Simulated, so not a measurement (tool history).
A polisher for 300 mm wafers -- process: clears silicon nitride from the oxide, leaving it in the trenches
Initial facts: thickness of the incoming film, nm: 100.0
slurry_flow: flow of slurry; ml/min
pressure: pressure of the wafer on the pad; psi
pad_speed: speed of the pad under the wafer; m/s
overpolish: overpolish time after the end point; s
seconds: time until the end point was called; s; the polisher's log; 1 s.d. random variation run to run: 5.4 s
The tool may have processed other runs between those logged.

run,day,slurry_flow,pressure,pad_speed,overpolish,seconds
1,0.000,190,3.1,0.82,7,109.69
2,0.079,190,3.1,0.70,7,129.18
3,0.362,190,3.1,0.70,6,127.38
4,0.588,190,3.1,0.84,6,107.15
5,0.888,190,3.1,0.76,6,118.20
6,1.242,190,3.1,0.66,6,134.10
7,1.379,190,2.6,0.60,6,169.81

Predict the results of run 8:
8,1.458,190,2.2,0.56,6,?

For run 8 the tool returned seconds 224.60 s.
